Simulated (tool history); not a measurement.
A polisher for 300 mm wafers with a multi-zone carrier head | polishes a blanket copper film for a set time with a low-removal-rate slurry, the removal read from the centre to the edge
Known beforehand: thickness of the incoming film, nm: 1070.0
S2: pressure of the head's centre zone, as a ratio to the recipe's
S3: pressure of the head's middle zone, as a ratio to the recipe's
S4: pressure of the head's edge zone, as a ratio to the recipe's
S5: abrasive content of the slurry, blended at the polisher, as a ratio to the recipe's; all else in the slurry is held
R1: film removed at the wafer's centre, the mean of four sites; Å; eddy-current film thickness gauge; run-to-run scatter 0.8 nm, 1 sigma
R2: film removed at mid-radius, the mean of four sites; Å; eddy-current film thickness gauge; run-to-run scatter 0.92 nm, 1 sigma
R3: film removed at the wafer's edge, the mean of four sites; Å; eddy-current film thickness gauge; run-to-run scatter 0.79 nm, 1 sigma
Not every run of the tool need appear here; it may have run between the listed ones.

run 1 hour=0.0 | flow_of_slurry_(ml/min)=295 S2=1.00 S3=1.00 S4=1.00 S5=1.00 polishing_time_(s)=48 | R1=1309.80 R2=1365.10 R3=1313.3
run 2 hour=7.2 | flow_of_slurry_(ml/min)=285 S2=0.97 S3=0.96 S4=0.98 S5=0.90 polishing_time_(s)=46 | R1=1218.50 R2=1235.20 R3=1229.6
run 3 hour=12.4 | flow_of_slurry_(ml/min)=285 S2=0.97 S3=0.96 S4=0.98 S5=0.90 polishing_time_(s)=56 | R1=1464.10 R2=1517.60 R3=1491.1
run 4 hour=18.3 | flow_of_slurry_(ml/min)=275 S2=0.93 S3=0.94 S4=0.97 S5=0.80 polishing_time_(s)=51 | R1=1257.40 R2=1322.30 R3=1326.9
run 5 hour=22.1 | flow_of_slurry_(ml/min)=275 S2=0.93 S3=1.03 S4=0.97 S5=0.80 polishing_time_(s)=51 | R1=1273.00 R2=1427.80 R3=1314.7
run 6 hour=22.8 | flow_of_slurry_(ml/min)=270 S2=0.91 S3=0.99 S4=0.97 S5=0.75 polishing_time_(s)=47 | R1=1100.40 R2=1241.60 R3=1217.7

Predict the results of run 7:
run 7 hour=31.1 | flow_of_slurry_(ml/min)=270 S2=0.93 S3=0.89 S4=0.87 S5=0.50 polishing_time_(s)=34 | R1=? R2=? R3=?

Run 7 gave R1 777.73 Å, R2 776.33 Å, R3 781.2 Å.
